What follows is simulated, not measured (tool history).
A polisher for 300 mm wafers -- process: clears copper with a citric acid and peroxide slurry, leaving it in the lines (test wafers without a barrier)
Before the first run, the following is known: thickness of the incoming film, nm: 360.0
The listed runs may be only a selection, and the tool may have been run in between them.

run,hour,flow of slurry (ml/min),pressure of the wafer on the pad (psi),speed of the pad under the wafer (cm/s),abrasive content of the slurry,overpolish time after the end point (s),time until the end point was called (s),dishing of a wide line in a test structure (nm)
1,0.0,145,4.2,82,1.0,15,143.38,28.927
2,6.4,140,4.6,82,1.0,16,134.86,32.815
3,9.5,140,4.9,82,1.0,17,121.54,36.727
4,10.5,135,5.0,82,1.0,18,122.11,40.040
5,18.7,135,5.1,82,1.0,19,119.11,42.047
6,26.5,140,5.2,82,1.0,20,120.39,43.518
7,28.4,140,5.3,82,1.0,20,111.57,45.984
8,34.5,140,5.3,82,1.0,20,116.07,46.198
9,38.8,140,5.4,82,1.0,20,114.33,46.590
10,39.7,140,5.5,82,1.0,20,107.28,45.637

Run 11 has not been measured yet. What should we expect?
11,48.4,135,5.5,82,1.0,20,?,?

{"run 11": {"time until the end point was called (s)": 110.2, "dishing of a wide line in a test structure (nm)": 47.021}}
